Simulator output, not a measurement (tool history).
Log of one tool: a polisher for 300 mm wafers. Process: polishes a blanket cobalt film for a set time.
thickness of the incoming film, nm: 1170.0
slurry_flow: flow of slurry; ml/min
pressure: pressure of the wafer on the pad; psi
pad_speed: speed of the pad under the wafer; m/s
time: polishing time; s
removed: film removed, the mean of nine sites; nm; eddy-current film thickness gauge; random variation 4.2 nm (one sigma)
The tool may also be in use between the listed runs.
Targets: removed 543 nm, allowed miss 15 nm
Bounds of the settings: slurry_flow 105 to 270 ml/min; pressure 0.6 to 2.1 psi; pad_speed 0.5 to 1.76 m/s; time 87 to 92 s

{"run": 1, "hour": 0.0, "slurry_flow": 175, "pressure": 1.3, "pad_speed": 1.12, "time": 87, "removed": 346.16}
{"run": 2, "hour": 3.5, "slurry_flow": 195, "pressure": 1.3, "pad_speed": 1.12, "time": 87, "removed": 352.88}
{"run": 3, "hour": 5.1, "slurry_flow": 195, "pressure": 1.6, "pad_speed": 1.12, "time": 87, "removed": 425.49}
{"run": 4, "hour": 12.1, "slurry_flow": 195, "pressure": 1.6, "pad_speed": 1.26, "time": 87, "removed": 469.23}
{"run": 5, "hour": 20.3, "slurry_flow": 195, "pressure": 1.3, "pad_speed": 1.26, "time": 87, "removed": 395.22}
{"run": 6, "hour": 25.5, "slurry_flow": 200, "pressure": 1.4, "pad_speed": 1.26, "time": 87, "removed": 414.95}
{"run": 7, "hour": 26.2, "slurry_flow": 200, "pressure": 1.4, "pad_speed": 1.26, "time": 87, "removed": 414.72}
{"run": 8, "hour": 28.5, "slurry_flow": 200, "pressure": 1.5, "pad_speed": 1.26, "time": 87, "removed": 441.95}
{"run": 9, "hour": 30.1, "slurry_flow": 200, "pressure": 1.6, "pad_speed": 1.26, "time": 87, "removed": 470.84}
{"run": 10, "hour": 31.4, "slurry_flow": 200, "pressure": 1.7, "pad_speed": 1.26, "time": 87, "removed": 503}

4 next moves are on the table. One of them brings every result within its allowed miss. Which?
{"run": "A", "hour": 32.7, "slurry_flow": 245, "pressure": 1.9, "pad_speed": 1.14, "time": 91, "removed": "?"}
{"run": "B", "hour": 32.7, "slurry_flow": 170, "pressure": 1.8, "pad_speed": 1.22, "time": 87, "removed": "?"}
{"run": "C", "hour": 32.7, "slurry_flow": 215, "pressure": 1.4, "pad_speed": 1.44, "time": 91, "removed": "?"}
{"run": "D", "hour": 32.7, "slurry_flow": 225, "pressure": 1.8, "pad_speed": 1.18, "time": 87, "removed": "?"}

move=A removed=547.19
move=B removed=506.49
move=C removed=504.02
move=D removed=508.57
A: meets every target
B: nearer than the last run, and not there yet
C: as far off as the last run
D: nearer than the last run, and not there yet
The right move is A.

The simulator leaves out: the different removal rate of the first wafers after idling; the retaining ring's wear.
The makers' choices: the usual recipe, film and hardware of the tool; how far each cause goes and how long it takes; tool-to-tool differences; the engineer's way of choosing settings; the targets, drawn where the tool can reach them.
